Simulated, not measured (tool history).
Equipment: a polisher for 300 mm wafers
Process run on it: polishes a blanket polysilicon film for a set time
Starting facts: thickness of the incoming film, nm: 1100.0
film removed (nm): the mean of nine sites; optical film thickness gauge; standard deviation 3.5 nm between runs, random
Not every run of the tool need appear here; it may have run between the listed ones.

| run | hour | flow of slurry (ml/min) | pressure of the wafer on the pad (kPa) | speed of the pad under the wafer (cm/s) | polishing time (s) | film removed (nm) |
|---|---|---|---|---|---|---|
| 1 | 0.0 | 220 | 22.1 | 120 | 44 | 413.53 |
| 2 | 4.5 | 220 | 22.1 | 140 | 44 | 488.70 |
| 3 | 6.7 | 220 | 22.1 | 118 | 44 | 410.75 |
| 4 | 9.4 | 220 | 22.1 | 118 | 44 | 419.05 |
| 5 | 10.6 | 220 | 20.7 | 118 | 44 | 389.43 |
| 6 | 13.0 | 220 | 20.0 | 118 | 44 | 381.73 |
| 7 | 16.2 | 220 | 19.3 | 118 | 44 | 365.17 |

Run 8 comes next. What will it give?
| 8 | 22.4 | 220 | 18.6 | 118 | 44 | ? |

{"run 8": {"film removed (nm)": 346.82}}

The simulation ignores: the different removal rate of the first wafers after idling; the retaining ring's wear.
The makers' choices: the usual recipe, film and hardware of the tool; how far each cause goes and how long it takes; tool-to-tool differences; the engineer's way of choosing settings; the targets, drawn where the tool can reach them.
